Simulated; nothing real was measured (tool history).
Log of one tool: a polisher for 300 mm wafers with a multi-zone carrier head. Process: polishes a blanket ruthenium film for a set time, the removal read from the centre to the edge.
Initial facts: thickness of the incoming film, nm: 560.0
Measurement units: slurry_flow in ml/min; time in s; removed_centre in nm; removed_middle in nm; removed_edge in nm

run	hour	slurry_flow	centre_zone	middle_zone	edge_zone	time	removed_centre	removed_middle	removed_edge
1	0	280	1	1	1	35	53.97	53.686	52.35
2	1.8	275	0.97	0.99	1	33	48.558	51.101	50.123
3	2.5	275	0.97	0.99	1.07	33	48.955	49.8	51.438
4	6.4	275	0.96	0.98	1.06	31	45.83	46.869	48.151
5	13.9	275	0.96	0.98	0.98	31	45.678	46.521	45.736
6	20.4	320	0.96	0.98	0.98	31	46.695	47.659	46.725
7	22.1	310	0.94	0.97	0.97	29	41.775	43.875	43.89
8	25.9	305	0.93	0.96	0.95	28	40.437	41.758	42.636
9	33.8	305	0.92	0.96	0.94	27	38.602	40.671	40.121
10	35.6	300	0.9	0.96	0.94	26	35.599	38.56	38.532
11	38.8	290	0.89	0.95	0.93	26	35.997	38.892	37.998
12	46	290	0.88	0.95	0.93	25	34.234	37.402	36.951
13	53.1	290	0.88	0.95	0.93	25	34.276	37.299	36.777

What does the tool deliver on the next run?
14	55.8	290	0.87	0.95	0.93	24	?	?	?

For run 14 the tool returned removed_centre 32.752 nm, removed_middle 35.133 nm, removed_edge 34.87 nm.

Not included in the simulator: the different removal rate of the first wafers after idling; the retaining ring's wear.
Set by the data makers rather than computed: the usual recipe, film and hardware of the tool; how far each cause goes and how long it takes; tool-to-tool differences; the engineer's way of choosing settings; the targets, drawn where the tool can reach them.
